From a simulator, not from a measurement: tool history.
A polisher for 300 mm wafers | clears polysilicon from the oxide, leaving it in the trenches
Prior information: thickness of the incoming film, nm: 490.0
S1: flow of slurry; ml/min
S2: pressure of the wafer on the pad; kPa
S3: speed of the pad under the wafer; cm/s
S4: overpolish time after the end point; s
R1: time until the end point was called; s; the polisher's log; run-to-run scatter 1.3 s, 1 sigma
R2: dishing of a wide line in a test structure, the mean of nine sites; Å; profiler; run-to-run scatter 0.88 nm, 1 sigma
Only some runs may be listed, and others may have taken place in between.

run	hour	S1	S2	S3	S4	R1	R2
1	0.0	150	18.6	104	13	42.643	631.91
2	3.1	130	18.6	104	13	44.287	636.86
3	4.7	130	17.2	102	14	47.614	621.96
4	8.5	130	17.2	110	14	42.723	635.37
5	16.5	130	17.2	110	11	44.164	590.50
6	25.2	130	17.2	110	9	44.764	538.36
7	28.6	130	16.5	106	11	45.876	562.60
8	29.2	125	15.9	100	13	52.660	588.14
9	33.7	125	15.2	98	14	53.567	583.99
10	40.5	125	15.2	94	15	58.408	585.86
11	45.3	125	15.2	92	16	58.617	610.69
12	51.4	125	15.2	90	17	59.738	609.58
13	59.2	125	15.2	88	18	61.793	619.49

Predict the results of run 14:
14	60.4	125	15.2	88	19	?	?

Run 14 measured R1 60.448 s, R2 610.23 Å.
